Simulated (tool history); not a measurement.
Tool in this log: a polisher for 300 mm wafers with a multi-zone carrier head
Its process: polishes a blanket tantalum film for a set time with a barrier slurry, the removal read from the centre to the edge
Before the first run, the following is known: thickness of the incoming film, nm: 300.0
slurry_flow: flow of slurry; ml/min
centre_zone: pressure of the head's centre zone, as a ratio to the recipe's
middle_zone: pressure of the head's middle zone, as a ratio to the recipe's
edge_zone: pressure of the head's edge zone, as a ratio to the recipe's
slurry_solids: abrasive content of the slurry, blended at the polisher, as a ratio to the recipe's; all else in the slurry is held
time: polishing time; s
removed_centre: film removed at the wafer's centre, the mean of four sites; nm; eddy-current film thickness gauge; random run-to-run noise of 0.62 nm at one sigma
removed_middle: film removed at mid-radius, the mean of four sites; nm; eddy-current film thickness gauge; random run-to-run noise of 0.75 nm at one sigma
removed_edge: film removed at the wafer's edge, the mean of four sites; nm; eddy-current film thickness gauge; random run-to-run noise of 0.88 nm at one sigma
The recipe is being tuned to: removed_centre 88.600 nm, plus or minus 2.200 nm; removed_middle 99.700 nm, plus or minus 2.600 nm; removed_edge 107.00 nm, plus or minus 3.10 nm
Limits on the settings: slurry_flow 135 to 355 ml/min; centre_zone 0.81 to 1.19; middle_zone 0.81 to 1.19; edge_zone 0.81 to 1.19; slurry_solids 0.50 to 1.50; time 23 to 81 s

run,hour,slurry_flow,centre_zone,middle_zone,edge_zone,slurry_solids,time,removed_centre,removed_middle,removed_edge
1,0.0,225,1.00,1.00,1.00,1.00,52,105.750,104.290,107.01
2,4.0,200,1.00,1.00,1.00,1.00,52,101.900,105.430,105.39
3,6.7,200,1.00,1.00,1.00,0.90,52,98.793,100.380,100.73
4,8.8,185,0.98,0.99,1.04,0.90,52,95.329,97.761,102.50
5,14.3,185,0.92,0.99,1.04,0.90,52,91.284,96.581,102.41
6,14.9,185,0.97,0.99,1.04,0.90,52,95.472,96.499,101.84
7,15.5,175,0.94,1.00,1.06,0.95,52,94.401,99.965,104.97
8,23.0,175,0.94,1.00,1.06,0.95,52,93.495,99.436,104.04
9,28.6,170,0.92,1.00,1.08,0.95,52,91.911,98.795,104.85

Next run, 4 choices. One meets every target within its allowed miss, the rest don't. Which?
A,34.2,135,0.88,0.99,1.05,1.25,51,?,?,?
B,34.2,235,0.97,0.99,1.17,0.80,53,?,?,?
C,34.2,195,0.93,0.97,1.04,0.95,52,?,?,?
D,34.2,150,0.92,1.04,1.09,0.80,54,?,?,?

move,removed_centre,removed_middle,removed_edge
A,88.842,99.159,108.98
B,95.857,97.829,110.59
C,94.321,98.184,107.11
D,86.083,96.378,102.75
A: meets every target
B: moves away from the targets compared with the last run
C: moves away from the targets compared with the last run
D: carries the result that was furthest off beyond its target, to the other side
The move that meets every target is A.
